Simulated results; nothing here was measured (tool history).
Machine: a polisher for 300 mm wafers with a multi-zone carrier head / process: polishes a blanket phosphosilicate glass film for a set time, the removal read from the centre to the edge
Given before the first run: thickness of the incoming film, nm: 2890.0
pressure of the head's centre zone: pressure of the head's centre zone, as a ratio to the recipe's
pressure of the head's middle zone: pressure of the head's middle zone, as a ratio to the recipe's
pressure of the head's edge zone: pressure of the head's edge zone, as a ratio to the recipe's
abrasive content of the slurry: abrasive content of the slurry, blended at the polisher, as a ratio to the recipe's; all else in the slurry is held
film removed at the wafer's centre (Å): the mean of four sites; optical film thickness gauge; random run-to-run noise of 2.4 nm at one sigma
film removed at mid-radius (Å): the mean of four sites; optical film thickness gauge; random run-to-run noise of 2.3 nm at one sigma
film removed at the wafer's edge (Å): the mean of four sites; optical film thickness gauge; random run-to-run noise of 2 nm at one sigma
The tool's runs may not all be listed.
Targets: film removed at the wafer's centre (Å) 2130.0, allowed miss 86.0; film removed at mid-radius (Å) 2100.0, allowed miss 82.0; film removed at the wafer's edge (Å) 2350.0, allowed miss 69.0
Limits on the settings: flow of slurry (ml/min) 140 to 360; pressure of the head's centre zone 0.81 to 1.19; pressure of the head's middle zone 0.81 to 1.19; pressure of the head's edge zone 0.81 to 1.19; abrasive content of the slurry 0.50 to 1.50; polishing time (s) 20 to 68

run	hour	flow of slurry (ml/min)	pressure of the head's centre zone	pressure of the head's middle zone	pressure of the head's edge zone	abrasive content of the slurry	polishing time (s)	film removed at the wafer's centre (Å)	film removed at mid-radius (Å)	film removed at the wafer's edge (Å)
1	0.0	230	1.00	1.00	1.00	1.00	44	3080.9	3091.6	3014.9
2	7.6	230	1.00	1.00	0.94	1.00	44	3103.7	3161.3	2923.4
3	9.2	225	0.98	0.97	0.95	0.90	44	2895.5	2981.2	2905.3
4	16.8	225	0.98	0.97	0.95	1.05	44	3021.5	3108.0	2995.8
5	17.9	225	0.98	0.97	0.95	1.15	44	3157.8	3208.5	3097.0
6	23.1	225	0.98	0.97	0.91	1.15	44	3132.5	3199.0	3012.1
7	31.2	220	0.97	0.94	0.91	1.05	43	2957.1	2940.1	2882.8
8	38.4	215	0.95	0.92	0.90	0.95	43	2816.0	2724.5	2758.4
9	42.8	210	0.92	0.91	0.90	0.90	43	2681.0	2671.3	2692.9
10	49.9	205	0.90	0.89	0.90	0.85	43	2518.7	2587.3	2632.7
11	51.5	200	0.90	0.87	0.90	0.80	43	2452.1	2451.9	2590.4
12	59.5	175	0.85	0.81	0.84	0.60	43	2056.9	2081.3	2266.7
13	63.3	180	0.85	0.81	0.85	0.60	43	2064.4	2075.2	2265.2

Consider the 4 candidate settings below. Which is the only one whose results all fall within their allowed miss of target?
A	67.1	155	0.90	0.81	0.88	0.55	43	?	?	?
B	67.1	175	0.87	0.85	0.81	0.70	41	?	?	?
C	67.1	140	0.84	0.81	0.86	0.60	44	?	?	?
D	67.1	225	0.88	0.82	0.93	0.50	44	?	?	?

move	film removed at the wafer's centre (Å)	film removed at mid-radius (Å)	film removed at the wafer's edge (Å)
A	2090.6	1976.3	2203.9
B	2135.7	2166.0	2220.8
C	1993.6	2027.9	2252.9
D	2190.2	2121.4	2359.5
A: misses by more than the last run did
B: misses by more than the last run did
C: misses by more than the last run did
D: meets every target
Correct choice: D, which meets every target
